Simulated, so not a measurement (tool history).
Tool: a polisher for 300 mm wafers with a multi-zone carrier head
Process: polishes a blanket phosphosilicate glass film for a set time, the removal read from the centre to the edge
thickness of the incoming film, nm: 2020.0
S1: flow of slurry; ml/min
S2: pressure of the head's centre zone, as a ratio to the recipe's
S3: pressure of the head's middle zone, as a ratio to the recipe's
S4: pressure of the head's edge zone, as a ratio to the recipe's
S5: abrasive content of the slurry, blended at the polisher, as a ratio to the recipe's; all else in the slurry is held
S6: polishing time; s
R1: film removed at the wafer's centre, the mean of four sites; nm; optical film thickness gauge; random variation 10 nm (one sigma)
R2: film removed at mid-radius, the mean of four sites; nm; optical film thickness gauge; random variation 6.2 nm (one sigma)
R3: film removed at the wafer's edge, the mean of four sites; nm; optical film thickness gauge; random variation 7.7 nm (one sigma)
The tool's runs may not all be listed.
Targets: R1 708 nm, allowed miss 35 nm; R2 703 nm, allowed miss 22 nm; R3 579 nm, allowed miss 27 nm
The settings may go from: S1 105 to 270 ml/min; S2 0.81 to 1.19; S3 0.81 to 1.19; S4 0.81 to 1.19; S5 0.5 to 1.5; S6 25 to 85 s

run,day,S1,S2,S3,S4,S5,S6,R1,R2,R3
1,0,175,1,1,1,1,55,595.47,602.48,605.2
2,0.275,175,1,1,0.94,1,55,613.61,596.75,576.23
3,0.308,175,1.04,1,0.94,1,55,611.82,598.23,571.41
4,0.575,205,1.04,1,0.94,1,55,641.03,615.85,570.5
5,0.796,205,1.04,1,0.94,1,61,705.35,677.2,660.01
6,0.888,210,1.05,1.02,0.92,1,61,722.17,701.57,657.08
7,0.975,215,1.06,1.03,0.9,0.95,61,701.37,686.08,630.11
8,1.312,220,1.07,1.04,0.88,0.95,61,704.35,700.35,614.96
9,1.396,220,1.08,1.04,0.87,0.95,61,722.93,701.42,610.51
10,1.75,220,1.08,1.04,0.86,0.95,61,709.38,695.25,610.74

Which of these 4 next moves meets every target?
A,2.104,240,0.97,1.03,0.96,1.15,57,?,?,?
B,2.104,230,1,1.18,0.94,1.05,53,?,?,?
C,2.104,245,1.18,1.19,0.81,1.2,49,?,?,?
D,2.104,220,1.09,1.1,0.82,0.85,61,?,?,?

move,R1,R2,R3
A,664.7,705.8,652.96
B,611.88,702.68,576.58
C,710.21,693.98,528.08
D,697.98,694.82,568.84
A: further off than the last run
B: brings the result that was furthest off to its target, and leaves another outside
C: takes the result that was furthest off past its target
D: meets every target
The right move is D.
